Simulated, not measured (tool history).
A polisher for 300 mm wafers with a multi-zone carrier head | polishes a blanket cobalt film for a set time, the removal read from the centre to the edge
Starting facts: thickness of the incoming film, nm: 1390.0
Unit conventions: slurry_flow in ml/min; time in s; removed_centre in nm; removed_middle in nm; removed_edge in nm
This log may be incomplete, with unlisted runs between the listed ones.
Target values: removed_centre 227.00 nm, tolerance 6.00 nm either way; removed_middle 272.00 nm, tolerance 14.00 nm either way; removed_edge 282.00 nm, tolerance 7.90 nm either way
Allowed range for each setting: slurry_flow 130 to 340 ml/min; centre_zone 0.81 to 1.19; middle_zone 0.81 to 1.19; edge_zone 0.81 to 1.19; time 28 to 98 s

run	hour	slurry_flow	centre_zone	middle_zone	edge_zone	time	removed_centre	removed_middle	removed_edge
1	0.0	220	1.00	1.00	1.00	63	258.01	267.27	260.11
2	7.0	220	0.93	1.00	1.00	63	239.33	267.01	259.32
3	14.3	220	0.91	1.00	1.03	63	237.25	271.05	262.80
4	22.9	215	0.89	0.99	1.06	63	227.26	265.74	264.74
5	26.1	220	0.88	0.99	1.08	63	226.41	265.04	263.81
6	28.6	220	0.88	0.99	1.08	55	196.10	238.60	233.87
7	30.8	225	0.88	0.99	1.11	58	208.85	246.45	250.00
8	35.5	240	0.87	1.00	1.13	59	213.89	260.74	256.88

Exercise: of the 4 proposed moves below, exactly one satisfies all targets within the stated allowed misses. Which move is it?
A	40.2	255	0.92	1.00	1.09	62	?	?	?
B	40.2	285	0.96	1.05	1.12	59	?	?	?
C	40.2	275	0.86	0.96	1.16	63	?	?	?
D	40.2	320	0.97	1.14	1.03	54	?	?	?

move	removed_centre	removed_middle	removed_edge
A	239.53	270.66	267.46
B	241.28	270.79	260.33
C	229.49	268.87	282.53
D	226.12	267.51	230.24
A: moves toward the targets from the last run without getting all of them in spec
B: moves toward the targets from the last run without getting all of them in spec
C: every result within its allowed miss
D: the biggest miss grows against the last run
Move C is the one to make.

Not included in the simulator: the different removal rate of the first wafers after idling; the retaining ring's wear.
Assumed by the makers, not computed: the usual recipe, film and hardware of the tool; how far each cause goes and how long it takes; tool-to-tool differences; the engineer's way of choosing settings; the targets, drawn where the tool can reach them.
